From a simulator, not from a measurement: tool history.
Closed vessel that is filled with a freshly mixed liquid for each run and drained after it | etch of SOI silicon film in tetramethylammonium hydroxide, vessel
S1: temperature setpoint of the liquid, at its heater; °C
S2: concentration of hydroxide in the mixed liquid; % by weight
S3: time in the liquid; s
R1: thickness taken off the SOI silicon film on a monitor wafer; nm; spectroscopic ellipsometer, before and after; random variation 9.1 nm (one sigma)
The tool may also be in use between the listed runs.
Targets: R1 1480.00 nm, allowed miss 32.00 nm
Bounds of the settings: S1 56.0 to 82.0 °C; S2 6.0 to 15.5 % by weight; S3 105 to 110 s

run	hour	S1	S2	S3	R1
1	0.0	69.0	10.5	105	737.70
2	5.2	69.0	9.0	105	788.11
3	8.7	70.5	9.0	105	862.67
4	17.2	72.0	9.0	105	930.89
5	25.9	69.5	9.0	105	818.49
6	33.4	69.5	10.5	105	764.92
7	39.7	76.0	10.5	105	1117.80
8	41.6	77.0	10.5	105	1170.10
9	43.7	77.0	10.5	105	1177.10
10	50.7	81.5	10.5	105	1506.00

5 next moves are on the table. One of them brings every result within its allowed miss. Which?
A	57.7	82.0	12.0	105	?
B	57.7	82.0	11.0	105	?
C	57.7	79.0	7.5	110	?
D	57.7	81.0	10.0	110	?
E	57.7	82.0	11.5	110	?

move	R1
A	1492.00
B	1542.50
C	1562.80
D	1579.60
E	1589.50
A: meets every target
B: further off than the last run
C: further off than the last run
D: further off than the last run
E: further off than the last run
Answer: A
